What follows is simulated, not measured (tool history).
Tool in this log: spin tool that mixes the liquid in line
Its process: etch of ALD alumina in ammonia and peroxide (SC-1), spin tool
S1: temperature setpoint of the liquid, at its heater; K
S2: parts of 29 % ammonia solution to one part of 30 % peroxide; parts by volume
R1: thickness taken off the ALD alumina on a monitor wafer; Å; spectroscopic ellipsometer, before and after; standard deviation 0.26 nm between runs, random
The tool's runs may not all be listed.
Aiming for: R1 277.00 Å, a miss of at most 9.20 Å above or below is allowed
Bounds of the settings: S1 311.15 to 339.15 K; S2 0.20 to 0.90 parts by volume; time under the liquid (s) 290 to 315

Run 1, hour 0.0: S1 323.15 K, S2 0.50 parts by volume, time under the liquid (s) 290. Result: R1 177.01 Å.
Run 2, hour 5.7: S1 323.15 K, S2 0.50 parts by volume, time under the liquid (s) 315. Result: R1 195.56 Å.
Run 3, hour 8.8: S1 325.65 K, S2 0.50 parts by volume, time under the liquid (s) 315. Result: R1 219.82 Å.
Run 4, hour 16.7: S1 325.65 K, S2 0.60 parts by volume, time under the liquid (s) 315. Result: R1 223.29 Å.
Run 5, hour 19.7: S1 325.65 K, S2 0.45 parts by volume, time under the liquid (s) 315. Result: R1 218.93 Å.
Run 6, hour 21.6: S1 319.15 K, S2 0.45 parts by volume, time under the liquid (s) 315. Result: R1 151.91 Å.
Run 7, hour 26.5: S1 322.65 K, S2 0.45 parts by volume, time under the liquid (s) 315. Result: R1 185.00 Å.
Run 8, hour 33.0: S1 325.15 K, S2 0.45 parts by volume, time under the liquid (s) 315. Result: R1 211.43 Å.
Run 9, hour 40.2: S1 326.65 K, S2 0.45 parts by volume, time under the liquid (s) 315. Result: R1 230.08 Å.
At hour 41.8: new drum of ammonia solution connected.
Run 10, hour 41.8: S1 327.65 K, S2 0.45 parts by volume, time under the liquid (s) 315. Result: R1 247.26 Å.

Which one of the following 5 next-run settings gets every result inside its allowed miss? There is exactly one.
Run A, hour 43.4: S1 326.65 K, S2 0.35 parts by volume, time under the liquid (s) 300. Result: R1 ?.
Run B, hour 43.4: S1 331.65 K, S2 0.25 parts by volume, time under the liquid (s) 305. Result: R1 ?.
Run C, hour 43.4: S1 328.15 K, S2 0.45 parts by volume, time under the liquid (s) 315. Result: R1 ?.
Run D, hour 43.4: S1 325.65 K, S2 0.35 parts by volume, time under the liquid (s) 305. Result: R1 ?.
Run E, hour 43.4: S1 329.15 K, S2 0.30 parts by volume, time under the liquid (s) 315. Result: R1 ?.

move      R1
   A  216.67
   B  277.82
   C  252.44
   D  208.72
   E  256.12
A: lands further from the targets than the last run did
B: all results land within tolerance of their targets
C: nearer than the last run, and not there yet
D: lands further from the targets than the last run did
E: nearer than the last run, and not there yet
So the answer is move B, the one that meets all the targets.

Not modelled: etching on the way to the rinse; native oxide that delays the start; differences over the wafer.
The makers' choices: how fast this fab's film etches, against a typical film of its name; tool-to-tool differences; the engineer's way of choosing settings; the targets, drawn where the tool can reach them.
